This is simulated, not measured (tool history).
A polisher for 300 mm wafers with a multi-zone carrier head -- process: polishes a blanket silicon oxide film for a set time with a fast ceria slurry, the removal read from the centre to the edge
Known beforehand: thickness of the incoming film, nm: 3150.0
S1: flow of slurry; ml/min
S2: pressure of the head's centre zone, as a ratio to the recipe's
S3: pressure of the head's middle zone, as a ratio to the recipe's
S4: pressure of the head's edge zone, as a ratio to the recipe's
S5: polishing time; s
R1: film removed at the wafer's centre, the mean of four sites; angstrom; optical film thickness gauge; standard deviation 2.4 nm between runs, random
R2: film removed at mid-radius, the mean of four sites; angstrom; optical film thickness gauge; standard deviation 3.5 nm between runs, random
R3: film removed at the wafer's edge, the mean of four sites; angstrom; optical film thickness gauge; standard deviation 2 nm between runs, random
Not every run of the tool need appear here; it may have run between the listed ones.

| run | hour | S1 | S2 | S3 | S4 | S5 | R1 | R2 | R3 |
|---|---|---|---|---|---|---|---|---|---|
| 1 | 0.0 | 185 | 1.00 | 1.00 | 1.00 | 40 | 4447.8 | 4621.4 | 4662.4 |
| 2 | 3.3 | 185 | 0.97 | 1.00 | 1.00 | 40 | 4351.2 | 4600.0 | 4618.4 |
| 3 | 5.2 | 175 | 0.95 | 0.97 | 0.96 | 35 | 3709.1 | 3962.7 | 4002.0 |
| 4 | 9.1 | 135 | 0.95 | 0.97 | 0.96 | 35 | 3474.3 | 3736.0 | 3785.2 |
| 5 | 11.6 | 135 | 0.95 | 0.97 | 1.00 | 35 | 3432.3 | 3695.4 | 3872.3 |
| 6 | 20.4 | 135 | 0.95 | 0.97 | 1.00 | 27 | 2622.9 | 2855.7 | 2989.3 |
| 7 | 28.3 | 130 | 0.97 | 0.97 | 0.99 | 26 | 2600.1 | 2694.7 | 2856.8 |
| 8 | 33.3 | 125 | 0.98 | 0.98 | 0.98 | 26 | 2619.7 | 2696.3 | 2809.7 |
| 9 | 39.1 | 120 | 0.98 | 0.99 | 0.97 | 26 | 2527.5 | 2794.5 | 2729.2 |
| 10 | 43.7 | 120 | 0.99 | 0.98 | 0.97 | 26 | 2590.8 | 2630.2 | 2762.1 |
| 11 | 47.2 | 120 | 0.99 | 0.99 | 0.96 | 26 | 2581.4 | 2689.9 | 2762.6 |
| 12 | 48.9 | 120 | 1.00 | 0.99 | 0.95 | 26 | 2609.6 | 2705.8 | 2748.7 |

What does the tool deliver on the next run?
| 13 | 49.5 | 115 | 0.99 | 0.96 | 0.90 | 25 | ? | ? | ? |

R1: 2438.6 angstrom
R2: 2436.6 angstrom
R3: 2557.4 angstrom
